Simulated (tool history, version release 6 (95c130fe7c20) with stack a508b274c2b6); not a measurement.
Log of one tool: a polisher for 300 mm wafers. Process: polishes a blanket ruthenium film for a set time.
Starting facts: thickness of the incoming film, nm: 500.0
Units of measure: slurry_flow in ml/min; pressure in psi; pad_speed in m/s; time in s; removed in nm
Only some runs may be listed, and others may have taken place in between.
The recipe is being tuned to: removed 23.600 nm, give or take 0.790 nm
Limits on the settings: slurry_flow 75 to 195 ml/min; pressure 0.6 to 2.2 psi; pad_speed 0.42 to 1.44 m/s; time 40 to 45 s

run,hour,slurry_flow,pressure,pad_speed,time,removed
1,0.0,125,1.4,0.92,45,27.909
2,7.7,120,1.4,0.92,45,27.412
3,10.7,120,1.4,0.92,45,27.489
4,13.1,120,1.4,1.10,45,32.232
5,15.7,130,1.4,1.10,45,33.675
6,17.6,115,1.4,1.10,45,32.094
7,24.8,105,1.3,1.10,45,30.496
8,29.8,105,1.2,1.10,45,28.213

5 candidate next runs follow, results not yet known. Just one meets every target within its allowed miss. Identify it.
A,34.8,120,1.1,1.00,40,?
B,34.8,80,1.0,1.14,44,?
C,34.8,115,1.5,1.22,42,?
D,34.8,115,1.1,0.98,40,?
E,34.8,140,1.1,1.00,45,?

move,removed
A,22.159
B,23.460
C,35.415
D,21.538
E,25.670
A: the result that was furthest off in the last run now lies on the other side of its target
B: in spec on every target
C: further off than the last run
D: the result that was furthest off in the last run now lies on the other side of its target
E: moves toward the targets from the last run without getting all of them in spec
Answer: B
